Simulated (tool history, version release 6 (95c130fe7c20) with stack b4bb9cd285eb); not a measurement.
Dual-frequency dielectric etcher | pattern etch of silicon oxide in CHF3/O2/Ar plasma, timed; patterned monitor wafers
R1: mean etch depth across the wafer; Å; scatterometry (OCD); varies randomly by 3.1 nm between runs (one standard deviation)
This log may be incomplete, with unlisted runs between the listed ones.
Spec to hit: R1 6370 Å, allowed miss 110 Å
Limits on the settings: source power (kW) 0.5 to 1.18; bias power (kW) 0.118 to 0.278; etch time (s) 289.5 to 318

run 1 hour=0 | source_power_(kW)=0.84 bias_power_(kW)=0.198 etch_time_(s)=318 | R1=7383.7
run 2 hour=1.6 | source_power_(kW)=0.84 bias_power_(kW)=0.219 etch_time_(s)=318 | R1=7647.7
run 3 hour=3.6 | source_power_(kW)=0.75 bias_power_(kW)=0.212 etch_time_(s)=317 | R1=7203.1
run 4 hour=6.3 | source_power_(kW)=0.75 bias_power_(kW)=0.198 etch_time_(s)=317 | R1=6978.5
run 5 hour=10.7 | source_power_(kW)=0.75 bias_power_(kW)=0.234 etch_time_(s)=317 | R1=7391.3
run 6 hour=19.3 | source_power_(kW)=0.6 bias_power_(kW)=0.234 etch_time_(s)=317 | R1=6720.3
run 7 hour=24.8 | source_power_(kW)=0.6 bias_power_(kW)=0.234 etch_time_(s)=317 | R1=6700.7
run 8 hour=32.7 | source_power_(kW)=0.58 bias_power_(kW)=0.233 etch_time_(s)=317 | R1=6611

Pick the move, out of 4, that brings all results within their allowed miss; only one does.
run A hour=40.6 | source_power_(kW)=0.71 bias_power_(kW)=0.204 etch_time_(s)=305.5 | R1=?
run B hour=40.6 | source_power_(kW)=0.61 bias_power_(kW)=0.275 etch_time_(s)=304 | R1=?
run C hour=40.6 | source_power_(kW)=0.58 bias_power_(kW)=0.227 etch_time_(s)=311.5 | R1=?
run D hour=40.6 | source_power_(kW)=0.75 bias_power_(kW)=0.225 etch_time_(s)=293 | R1=?

move=A R1=6703.4
move=B R1=6851
move=C R1=6449.2
move=D R1=6786.9
A: misses by more than the last run did
B: misses by more than the last run did
C: all results land within tolerance of their targets
D: misses by more than the last run did
The move that meets every target is C.
